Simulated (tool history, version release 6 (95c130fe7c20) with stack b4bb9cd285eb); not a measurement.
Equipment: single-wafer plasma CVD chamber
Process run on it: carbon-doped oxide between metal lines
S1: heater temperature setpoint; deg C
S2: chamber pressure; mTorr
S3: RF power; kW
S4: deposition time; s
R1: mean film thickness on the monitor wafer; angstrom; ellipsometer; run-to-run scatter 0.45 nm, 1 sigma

{"run": 1, "hour": 0.0, "S1": 350, "S2": 4960, "S3": 0.405, "S4": 23.6, "R1": 1048.2}
{"run": 2, "hour": 2.1, "S1": 350, "S2": 4960, "S3": 0.45, "S4": 23.6, "R1": 1127.1}
{"run": 3, "hour": 2.7, "S1": 353, "S2": 4650, "S3": 0.425, "S4": 23.6, "R1": 1052.1}
{"run": 4, "hour": 11.7, "S1": 346, "S2": 4650, "S3": 0.425, "S4": 23.6, "R1": 1073.5}
{"run": 5, "hour": 19.7, "S1": 348, "S2": 4280, "S3": 0.415, "S4": 23.6, "R1": 1046.3}
{"run": 6, "hour": 23.5, "S1": 348, "S2": 4280, "S3": 0.415, "S4": 23.6, "R1": 1045.3}
{"run": 7, "hour": 26.0, "S1": 351, "S2": 4010, "S3": 0.4, "S4": 23.6, "R1": 997.66}
{"run": 8, "hour": 32.1, "S1": 354, "S2": 3780, "S3": 0.395, "S4": 23.6, "R1": 974.32}
{"run": 9, "hour": 32.7, "S1": 356, "S2": 3600, "S3": 0.39, "S4": 23.6, "R1": 962.4}
{"run": 10, "hour": 41.3, "S1": 357, "S2": 3470, "S3": 0.385, "S4": 23.6, "R1": 941.27}
{"run": 11, "hour": 45.2, "S1": 359, "S2": 3360, "S3": 0.38, "S4": 23.6, "R1": 919.87}
{"run": 12, "hour": 46.3, "S1": 361, "S2": 3280, "S3": 0.38, "S4": 23.6, "R1": 911.71}

Run 13, settings as shown, results not yet in. Your forecast:
{"run": 13, "hour": 53.6, "S1": 362, "S2": 3220, "S3": 0.38, "S4": 23.6, "R1": "?"}

{"run 13": {"R1": 909.52}}
